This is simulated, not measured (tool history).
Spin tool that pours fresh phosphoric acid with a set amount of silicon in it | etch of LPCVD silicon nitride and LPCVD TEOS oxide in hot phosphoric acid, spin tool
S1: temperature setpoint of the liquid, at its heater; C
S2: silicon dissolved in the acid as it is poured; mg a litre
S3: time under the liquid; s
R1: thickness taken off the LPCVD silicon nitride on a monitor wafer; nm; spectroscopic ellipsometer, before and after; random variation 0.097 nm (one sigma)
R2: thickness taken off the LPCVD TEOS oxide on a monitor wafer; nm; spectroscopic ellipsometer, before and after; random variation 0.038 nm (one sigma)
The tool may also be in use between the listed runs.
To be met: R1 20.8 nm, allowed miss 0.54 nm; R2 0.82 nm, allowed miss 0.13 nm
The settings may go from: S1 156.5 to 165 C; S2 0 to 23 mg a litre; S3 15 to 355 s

{"run": 1, "hour": 0.0, "S1": 160, "S2": 10, "S3": 180, "R1": 15.091, "R2": 0.55555}
{"run": 2, "hour": 0.8, "S1": 161.5, "S2": 10, "S3": 180, "R1": 15.965, "R2": 0.58025}
{"run": 3, "hour": 5.9, "S1": 162.5, "S2": 9, "S3": 190, "R1": 17.397, "R2": 0.62837}
{"run": 4, "hour": 8.0, "S1": 163, "S2": 7.5, "S3": 195, "R1": 18.102, "R2": 0.7254}
{"run": 5, "hour": 13.5, "S1": 163, "S2": 12, "S3": 195, "R1": 18.041, "R2": 0.68153}
{"run": 6, "hour": 22.1, "S1": 162, "S2": 12, "S3": 195, "R1": 17.608, "R2": 0.68044}
{"run": 7, "hour": 23.0, "S1": 162.5, "S2": 11.5, "S3": 200, "R1": 18.401, "R2": 0.67532}
{"run": 8, "hour": 27.6, "S1": 163, "S2": 10.5, "S3": 205, "R1": 19.06, "R2": 0.70517}
{"run": 9, "hour": 30.7, "S1": 163.5, "S2": 9.5, "S3": 205, "R1": 19.618, "R2": 0.86181}
{"run": 10, "hour": 32.5, "S1": 163.5, "S2": 11.5, "S3": 210, "R1": 19.726, "R2": 0.76223}

Which of these 4 next moves meets every target?
{"run": "A", "hour": 34.3, "S1": 161.5, "S2": 19.5, "S3": 235, "R1": "?", "R2": "?"}
{"run": "B", "hour": 34.3, "S1": 162.5, "S2": 10.5, "S3": 240, "R1": "?", "R2": "?"}
{"run": "C", "hour": 34.3, "S1": 162.5, "S2": 10, "S3": 225, "R1": "?", "R2": "?"}
{"run": "D", "hour": 34.3, "S1": 165, "S2": 16, "S3": 225, "R1": "?", "R2": "?"}

move=A R1=20.825 R2=0.65905
move=B R1=21.988 R2=0.90799
move=C R1=20.614 R2=0.8608
move=D R1=22.387 R2=0.89502
A: brings the result that was furthest off to its target, and leaves another outside
B: takes the result that was furthest off past its target
C: meets every target
D: takes the result that was furthest off past its target
Move C is the one to make.
